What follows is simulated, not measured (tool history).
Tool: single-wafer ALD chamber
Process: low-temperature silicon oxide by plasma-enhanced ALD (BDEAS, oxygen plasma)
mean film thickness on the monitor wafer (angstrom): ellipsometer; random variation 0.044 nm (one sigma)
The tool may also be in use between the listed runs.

run  hour  heater temperature setpoint (deg C)  number of ALD cycles (cycles)  mean film thickness on the monitor wafer (angstrom)
  1     0                                  115                             63                                               99.263
  2   1.9                                  114                             66                                               103.68
  3   6.7                                  114                             57                                               89.104
  4  14.6                                  123                             57                                               88.437
  5  15.2                                  122                             61                                               95.398
  6  19.8                                  122                             56                                               87.032

Run 7 comes next. What will it give?
  7  22.7                                  122                             60                                                    ?

{"run 7": {"mean film thickness on the monitor wafer (angstrom)": 93.061}}
